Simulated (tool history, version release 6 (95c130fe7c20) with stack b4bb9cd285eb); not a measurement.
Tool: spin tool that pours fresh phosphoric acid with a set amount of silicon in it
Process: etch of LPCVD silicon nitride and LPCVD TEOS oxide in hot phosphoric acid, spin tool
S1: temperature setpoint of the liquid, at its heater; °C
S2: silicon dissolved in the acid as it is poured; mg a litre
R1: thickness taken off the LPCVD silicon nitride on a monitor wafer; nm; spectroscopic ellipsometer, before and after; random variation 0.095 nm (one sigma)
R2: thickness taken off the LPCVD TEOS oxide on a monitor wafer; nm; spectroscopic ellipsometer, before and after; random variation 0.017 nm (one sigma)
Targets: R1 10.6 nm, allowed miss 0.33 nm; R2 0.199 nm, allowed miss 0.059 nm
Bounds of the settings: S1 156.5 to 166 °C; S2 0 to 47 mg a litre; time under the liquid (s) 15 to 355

run 1 hour=0 | S1=161 S2=20.5 time_under_the_liquid_(s)=180 | R1=13.821 R2=0.21432
run 2 hour=2.7 | S1=161 S2=20.5 time_under_the_liquid_(s)=115 | R1=8.9838 R2=0.14902
run 3 hour=5.5 | S1=162 S2=20.5 time_under_the_liquid_(s)=120 | R1=9.729 R2=0.19647
run 4 hour=13.6 | S1=162.5 S2=22.5 time_under_the_liquid_(s)=120 | R1=9.8943 R2=0.17634
run 5 hour=18.5 | S1=162.5 S2=22.5 time_under_the_liquid_(s)=80 | R1=6.5151 R2=0.11359
run 6 hour=27.5 | S1=162 S2=21 time_under_the_liquid_(s)=100 | R1=8.0438 R2=0.1559
run 7 hour=33.5 | S1=162.5 S2=21.5 time_under_the_liquid_(s)=110 | R1=9.0567 R2=0.1785
run 8 hour=37.9 | S1=163 S2=23.5 time_under_the_liquid_(s)=115 | R1=9.4633 R2=0.16617
run 9 hour=41.9 | S1=163.5 S2=24 time_under_the_liquid_(s)=115 | R1=9.9664 R2=0.19558
run 10 hour=44.1 | S1=163.5 S2=25 time_under_the_liquid_(s)=115 | R1=9.7242 R2=0.1713
run 11 hour=51.2 | S1=164 S2=25.5 time_under_the_liquid_(s)=115 | R1=10.029 R2=0.18866
run 12 hour=53.1 | S1=164.5 S2=26 time_under_the_liquid_(s)=115 | R1=10.118 R2=0.18911
run 13 hour=61.6 | S1=164.5 S2=26.5 time_under_the_liquid_(s)=115 | R1=10.276 R2=0.17642
run 14 hour=67 | S1=164.5 S2=26 time_under_the_liquid_(s)=115 | R1=10.134 R2=0.20889
run 15 hour=68 | S1=164.5 S2=27 time_under_the_liquid_(s)=115 | R1=10.145 R2=0.16766
run 16 hour=75.7 | S1=164.5 S2=26.5 time_under_the_liquid_(s)=115 | R1=10.192 R2=0.2004

Which of these 5 next moves meets every target?
run A hour=83.4 | S1=164.5 S2=24 time_under_the_liquid_(s)=120 | R1=? R2=?
run B hour=83.4 | S1=166 S2=8 time_under_the_liquid_(s)=120 | R1=? R2=?
run C hour=83.4 | S1=164 S2=21.5 time_under_the_liquid_(s)=110 | R1=? R2=?
run D hour=83.4 | S1=166 S2=16.5 time_under_the_liquid_(s)=105 | R1=? R2=?
run E hour=83.4 | S1=165 S2=13.5 time_under_the_liquid_(s)=110 | R1=? R2=?

move=A R1=10.58 R2=0.18069
move=B R1=11.114 R2=0.30534
move=C R1=9.5403 R2=0.1726
move=D R1=9.7245 R2=0.21886
move=E R1=9.8594 R2=0.22992
A: meets every target
B: takes the result that was furthest off past its target
C: further off than the last run
D: further off than the last run
E: further off than the last run
Answer: A

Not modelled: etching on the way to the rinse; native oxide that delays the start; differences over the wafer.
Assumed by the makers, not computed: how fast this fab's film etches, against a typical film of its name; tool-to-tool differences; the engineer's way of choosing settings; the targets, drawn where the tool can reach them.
